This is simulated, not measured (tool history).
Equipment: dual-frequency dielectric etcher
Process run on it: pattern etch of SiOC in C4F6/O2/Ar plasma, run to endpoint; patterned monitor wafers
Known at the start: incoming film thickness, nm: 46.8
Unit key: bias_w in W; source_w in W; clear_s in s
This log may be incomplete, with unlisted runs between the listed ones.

run	hour	bias_w	source_w	clear_s
1	0	407	460	17.123
2	0.8	445	460	16.784
3	5.1	432	450	17.097
4	11.6	432	490	16.464
5	14.8	418	480	16.555
6	17.8	411	470	16.76
7	25.2	407	450	17.036

The next listed run, before its measurement:
8	26	402	430	?

Logged for run 8: clear_s 17.883 s.
